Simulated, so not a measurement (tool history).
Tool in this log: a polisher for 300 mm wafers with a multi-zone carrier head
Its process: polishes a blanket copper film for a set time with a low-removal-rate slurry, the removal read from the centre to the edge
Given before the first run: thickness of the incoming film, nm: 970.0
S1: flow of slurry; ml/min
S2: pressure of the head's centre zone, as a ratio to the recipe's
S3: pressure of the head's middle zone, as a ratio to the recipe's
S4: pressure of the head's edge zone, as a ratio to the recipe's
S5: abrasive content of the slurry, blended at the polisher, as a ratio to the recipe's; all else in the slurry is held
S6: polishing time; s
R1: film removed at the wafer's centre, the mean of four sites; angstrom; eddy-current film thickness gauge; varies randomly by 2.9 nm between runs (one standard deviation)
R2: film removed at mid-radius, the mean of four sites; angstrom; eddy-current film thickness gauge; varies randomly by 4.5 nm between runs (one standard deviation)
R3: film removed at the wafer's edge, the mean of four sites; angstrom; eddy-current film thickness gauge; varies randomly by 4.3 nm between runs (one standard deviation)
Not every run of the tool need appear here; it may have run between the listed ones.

run,hour,S1,S2,S3,S4,S5,S6,R1,R2,R3
1,0,295,1,1,1,1,88,3751.4,3833,3523
2,6.3,295,1,1,1,1,99,4180.1,4297.1,3909.9
3,12.7,295,1,1,1.08,1,99,4172.3,4181,4019.7
4,16.6,295,1,1,1.08,1.1,99,4228.5,4268,4045.4
5,21.2,300,1.01,0.99,1.06,1,93,3944.3,3918.2,3831.7
6,29.8,240,1.01,0.99,1.06,1,93,3908.3,3823.8,3776.5
7,34.6,245,1.03,0.98,1.03,0.9,89,3649.5,3560,3448.7
8,40.6,245,1.04,0.96,1.01,0.85,88,3684.1,3429.1,3354.7

For run 9, what comes out?
9,43.9,245,1.04,0.95,1,0.8,87,?,?,?

R1: 3566.6 angstrom
R2: 3415.5 angstrom
R3: 3326.9 angstrom

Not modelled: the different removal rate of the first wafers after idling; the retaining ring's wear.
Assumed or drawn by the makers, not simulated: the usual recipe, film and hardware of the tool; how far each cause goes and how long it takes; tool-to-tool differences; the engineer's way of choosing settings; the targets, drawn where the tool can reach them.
